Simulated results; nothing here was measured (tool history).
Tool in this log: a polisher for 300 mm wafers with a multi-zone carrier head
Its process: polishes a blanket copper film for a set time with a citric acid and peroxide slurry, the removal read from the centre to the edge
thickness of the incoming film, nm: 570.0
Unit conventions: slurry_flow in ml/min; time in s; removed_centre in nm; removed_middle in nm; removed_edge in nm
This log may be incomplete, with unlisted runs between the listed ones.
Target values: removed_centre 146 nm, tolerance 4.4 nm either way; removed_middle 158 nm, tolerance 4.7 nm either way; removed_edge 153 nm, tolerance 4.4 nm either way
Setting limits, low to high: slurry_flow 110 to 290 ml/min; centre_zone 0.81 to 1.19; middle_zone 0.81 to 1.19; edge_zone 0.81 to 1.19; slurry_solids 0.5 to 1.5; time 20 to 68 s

{"run": 1, "day": 0.0, "slurry_flow": 185, "centre_zone": 1, "middle_zone": 1, "edge_zone": 1, "slurry_solids": 1, "time": 44, "removed_centre": 92.751, "removed_middle": 92.137, "removed_edge": 92.529}
{"run": 2, "day": 0.05, "slurry_flow": 190, "centre_zone": 1, "middle_zone": 1.02, "edge_zone": 1.03, "slurry_solids": 1.1, "time": 46, "removed_centre": 102.12, "removed_middle": 100.29, "removed_edge": 99.604}
{"run": 3, "day": 0.35, "slurry_flow": 210, "centre_zone": 1, "middle_zone": 1.02, "edge_zone": 1.03, "slurry_solids": 1.1, "time": 46, "removed_centre": 102.88, "removed_middle": 102.44, "removed_edge": 99.9}
{"run": 4, "day": 0.617, "slurry_flow": 210, "centre_zone": 1, "middle_zone": 1.02, "edge_zone": 1.07, "slurry_solids": 1.1, "time": 46, "removed_centre": 101.81, "removed_middle": 101.21, "removed_edge": 100.84}
{"run": 5, "day": 0.942, "slurry_flow": 200, "centre_zone": 0.99, "middle_zone": 1.03, "edge_zone": 1.08, "slurry_solids": 1.15, "time": 49, "removed_centre": 108.96, "removed_middle": 110.06, "removed_edge": 110.66}
{"run": 6, "day": 1.192, "slurry_flow": 195, "centre_zone": 0.99, "middle_zone": 1.05, "edge_zone": 1.09, "slurry_solids": 1.2, "time": 51, "removed_centre": 114.06, "removed_middle": 116.44, "removed_edge": 115.61}
{"run": 7, "day": 1.504, "slurry_flow": 195, "centre_zone": 0.99, "middle_zone": 1.06, "edge_zone": 1.1, "slurry_solids": 1.25, "time": 53, "removed_centre": 119.6, "removed_middle": 124.14, "removed_edge": 122.77}
{"run": 8, "day": 1.546, "slurry_flow": 195, "centre_zone": 0.99, "middle_zone": 1.07, "edge_zone": 1.11, "slurry_solids": 1.3, "time": 54, "removed_centre": 120.83, "removed_middle": 127.92, "removed_edge": 125.73}
{"run": 9, "day": 1.708, "slurry_flow": 200, "centre_zone": 0.99, "middle_zone": 1.08, "edge_zone": 1.12, "slurry_solids": 1.35, "time": 55, "removed_centre": 126.9, "removed_middle": 133.32, "removed_edge": 129.93}
{"run": 10, "day": 1.788, "slurry_flow": 200, "centre_zone": 0.99, "middle_zone": 1.08, "edge_zone": 1.13, "slurry_solids": 1.4, "time": 56, "removed_centre": 130.4, "removed_middle": 137.36, "removed_edge": 136.01}
{"run": 11, "day": 1.983, "slurry_flow": 250, "centre_zone": 1.02, "middle_zone": 1.15, "edge_zone": 1.19, "slurry_solids": 1.5, "time": 57, "removed_centre": 142.66, "removed_middle": 153.16, "removed_edge": 145.62}

Below are 5 possible settings for the next run. Only one of them brings all results inside the allowed miss of their targets. Which is it?
{"run": "A", "day": 2.179, "slurry_flow": 220, "centre_zone": 1.07, "middle_zone": 1.12, "edge_zone": 1.14, "slurry_solids": 1.45, "time": 59, "removed_centre": "?", "removed_middle": "?", "removed_edge": "?"}
{"run": "B", "day": 2.179, "slurry_flow": 245, "centre_zone": 1.02, "middle_zone": 1.19, "edge_zone": 1.18, "slurry_solids": 1.5, "time": 55, "removed_centre": "?", "removed_middle": "?", "removed_edge": "?"}
{"run": "C", "day": 2.179, "slurry_flow": 255, "centre_zone": 0.96, "middle_zone": 1.19, "edge_zone": 1.15, "slurry_solids": 1.4, "time": 58, "removed_centre": "?", "removed_middle": "?", "removed_edge": "?"}
{"run": "D", "day": 2.179, "slurry_flow": 235, "centre_zone": 1, "middle_zone": 1.13, "edge_zone": 1.18, "slurry_solids": 1.45, "time": 61, "removed_centre": "?", "removed_middle": "?", "removed_edge": "?"}
{"run": "E", "day": 2.179, "slurry_flow": 290, "centre_zone": 1.11, "middle_zone": 1.19, "edge_zone": 1.12, "slurry_solids": 1.5, "time": 55, "removed_centre": "?", "removed_middle": "?", "removed_edge": "?"}

move=A removed_centre=151.82 removed_middle=149.98 removed_edge=143.55
move=B removed_centre=137.85 removed_middle=150.34 removed_edge=138.45
move=C removed_centre=135.12 removed_middle=156.63 removed_edge=142.13
move=D removed_centre=147.84 removed_middle=157.46 removed_edge=151.91
move=E removed_centre=152.95 removed_middle=152.85 removed_edge=136.5
A: further off than the last run
B: further off than the last run
C: further off than the last run
D: meets every target
E: further off than the last run
The right move is D.

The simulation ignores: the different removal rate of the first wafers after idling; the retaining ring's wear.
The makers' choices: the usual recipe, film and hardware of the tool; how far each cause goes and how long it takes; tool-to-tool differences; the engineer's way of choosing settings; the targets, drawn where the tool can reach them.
